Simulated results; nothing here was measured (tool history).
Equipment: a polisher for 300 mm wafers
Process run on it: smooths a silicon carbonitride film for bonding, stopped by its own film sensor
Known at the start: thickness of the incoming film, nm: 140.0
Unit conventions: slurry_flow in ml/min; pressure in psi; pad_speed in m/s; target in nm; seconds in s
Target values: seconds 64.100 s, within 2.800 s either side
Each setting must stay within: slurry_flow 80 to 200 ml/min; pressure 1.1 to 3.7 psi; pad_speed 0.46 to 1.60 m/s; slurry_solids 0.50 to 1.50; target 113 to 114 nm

{"run": 1, "hour": 0.0, "slurry_flow": 130, "pressure": 2.4, "pad_speed": 1.02, "slurry_solids": 1.0, "target": 114, "seconds": 93.165}
{"run": 2, "hour": 7.3, "slurry_flow": 130, "pressure": 2.5, "pad_speed": 1.02, "slurry_solids": 1.0, "target": 114, "seconds": 89.272}
{"run": 3, "hour": 10.0, "slurry_flow": 130, "pressure": 2.6, "pad_speed": 1.02, "slurry_solids": 1.0, "target": 114, "seconds": 87.105}
{"run": 4, "hour": 12.3, "slurry_flow": 130, "pressure": 2.7, "pad_speed": 1.02, "slurry_solids": 1.0, "target": 114, "seconds": 82.958}
{"run": 5, "hour": 15.1, "slurry_flow": 110, "pressure": 2.7, "pad_speed": 1.02, "slurry_solids": 1.0, "target": 114, "seconds": 86.126}
{"run": 6, "hour": 21.9, "slurry_flow": 110, "pressure": 2.7, "pad_speed": 1.02, "slurry_solids": 1.2, "target": 114, "seconds": 79.373}
{"run": 7, "hour": 29.6, "slurry_flow": 115, "pressure": 2.7, "pad_speed": 1.02, "slurry_solids": 1.2, "target": 114, "seconds": 77.383}
{"run": 8, "hour": 32.6, "slurry_flow": 120, "pressure": 2.7, "pad_speed": 1.02, "slurry_solids": 1.2, "target": 114, "seconds": 76.838}

Which single option among these 5 for the next run brings every result within its allowed miss of target? Just one does.
{"run": "A", "hour": 35.6, "slurry_flow": 120, "pressure": 2.8, "pad_speed": 1.22, "slurry_solids": 1.1, "target": 114, "seconds": "?"}
{"run": "B", "hour": 35.6, "slurry_flow": 90, "pressure": 2.4, "pad_speed": 1.14, "slurry_solids": 0.95, "target": 113, "seconds": "?"}
{"run": "C", "hour": 35.6, "slurry_flow": 125, "pressure": 2.8, "pad_speed": 1.2, "slurry_solids": 1.25, "target": 114, "seconds": "?"}
{"run": "D", "hour": 35.6, "slurry_flow": 125, "pressure": 2.8, "pad_speed": 1.24, "slurry_solids": 1.1, "target": 113, "seconds": "?"}
{"run": "E", "hour": 35.6, "slurry_flow": 145, "pressure": 2.6, "pad_speed": 0.9, "slurry_solids": 1.35, "target": 114, "seconds": "?"}

move=A seconds=68.382
move=B seconds=102.050
move=C seconds=64.216
move=D seconds=69.535
move=E seconds=79.772
A: closer than the last run, but not yet in spec
B: lands further from the targets than the last run did
C: every result lands within tolerance
D: closer than the last run, but not yet in spec
E: lands further from the targets than the last run did
The right move is C.
